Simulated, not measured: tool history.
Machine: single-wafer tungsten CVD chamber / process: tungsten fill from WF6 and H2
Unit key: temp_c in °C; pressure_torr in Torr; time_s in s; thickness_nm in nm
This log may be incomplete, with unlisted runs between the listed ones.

run 1 hour=0.0 | temp_c=385 pressure_torr=49.9 time_s=27.8 | thickness_nm=78.586
run 2 hour=5.7 | temp_c=387 pressure_torr=50.1 time_s=27.8 | thickness_nm=81.734
run 3 hour=6.7 | temp_c=387 pressure_torr=50.1 time_s=27.8 | thickness_nm=81.748
run 4 hour=9.1 | temp_c=387 pressure_torr=50.1 time_s=28.7 | thickness_nm=84.046
run 5 hour=13.8 | temp_c=382 pressure_torr=50.1 time_s=28.7 | thickness_nm=76.955
run 6 hour=20.2 | temp_c=382 pressure_torr=50.1 time_s=28.7 | thickness_nm=77.231

The next listed run, before its measurement:
run 7 hour=23.7 | temp_c=385 pressure_torr=50.3 time_s=28.7 | thickness_nm=?

Run 7 gave thickness_nm 81.565 nm.
